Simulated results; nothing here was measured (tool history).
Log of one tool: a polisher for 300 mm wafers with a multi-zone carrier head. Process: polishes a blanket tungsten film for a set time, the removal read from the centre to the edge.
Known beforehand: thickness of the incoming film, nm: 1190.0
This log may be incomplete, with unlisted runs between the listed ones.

run,day,flow of slurry (ml/min),pressure of the head's centre zone,pressure of the head's middle zone,pressure of the head's edge zone,abrasive content of the slurry,polishing time (s),film removed at the wafer's centre (Å),film removed at mid-radius (Å),film removed at the wafer's edge (Å)
1,0,200,1,1,1,1,56,2874.1,2782.4,2729.1
2,0.292,200,0.92,1,1,1,56,2625.9,2692.9,2745.9
3,0.458,200,0.92,1,1,0.8,56,2461.9,2630.3,2569.6
4,0.779,200,0.92,1,1.07,0.8,56,2484.9,2558.8,2614.5
5,1.071,200,0.92,1.07,1.07,0.8,56,2513,2729.5,2618.9
6,1.408,200,0.92,1.07,1.15,0.8,56,2437.2,2719.3,2768.4

Run 7, settings as shown, results not yet in. Your forecast:
7,1.496,195,0.91,1.02,1.08,0.7,55,?,?,?

{"run 7": {"film removed at the wafer's centre (Å)": 2359.2, "film removed at mid-radius (Å)": 2447.1, "film removed at the wafer's edge (Å)": 2457.4}}

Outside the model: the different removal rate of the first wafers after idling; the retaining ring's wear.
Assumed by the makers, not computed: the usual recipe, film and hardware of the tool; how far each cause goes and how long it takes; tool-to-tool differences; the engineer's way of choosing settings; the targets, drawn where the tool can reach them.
